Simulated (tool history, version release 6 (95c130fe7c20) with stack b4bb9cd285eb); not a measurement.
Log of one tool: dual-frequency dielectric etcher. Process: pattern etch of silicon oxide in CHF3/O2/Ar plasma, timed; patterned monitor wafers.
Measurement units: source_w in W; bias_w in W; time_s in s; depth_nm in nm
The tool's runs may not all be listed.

Run 1, hour 0: source_w 900 W, bias_w 216 W, time_s 406.5 s. Result: depth_nm 973.5 nm.
Run 2, hour 2.6: source_w 760 W, bias_w 216 W, time_s 406.5 s. Result: depth_nm 907.12 nm.
Run 3, hour 11.2: source_w 690 W, bias_w 216 W, time_s 406.5 s. Result: depth_nm 865.09 nm.
Run 4, hour 17.3: source_w 670 W, bias_w 210 W, time_s 404.5 s. Result: depth_nm 836.68 nm.
Run 5, hour 25.3: source_w 660 W, bias_w 206 W, time_s 403.5 s. Result: depth_nm 836.34 nm.
Run 6, hour 34.2: source_w 650 W, bias_w 201 W, time_s 401.5 s. Result: depth_nm 816.35 nm.
Run 7, hour 41.3: source_w 640 W, bias_w 197 W, time_s 400.5 s. Result: depth_nm 799.93 nm.
Run 8, hour 45.5: source_w 550 W, bias_w 165 W, time_s 392.5 s. Result: depth_nm 695.91 nm.
Run 9, hour 53.4: source_w 550 W, bias_w 165 W, time_s 392.5 s. Result: depth_nm 700.83 nm.

Estimate the outcome of run 10 from the log above:
Run 10, hour 58.2: source_w 640 W, bias_w 171 W, time_s 393.5 s. Result: depth_nm ?.

depth_nm: 754.22 nm

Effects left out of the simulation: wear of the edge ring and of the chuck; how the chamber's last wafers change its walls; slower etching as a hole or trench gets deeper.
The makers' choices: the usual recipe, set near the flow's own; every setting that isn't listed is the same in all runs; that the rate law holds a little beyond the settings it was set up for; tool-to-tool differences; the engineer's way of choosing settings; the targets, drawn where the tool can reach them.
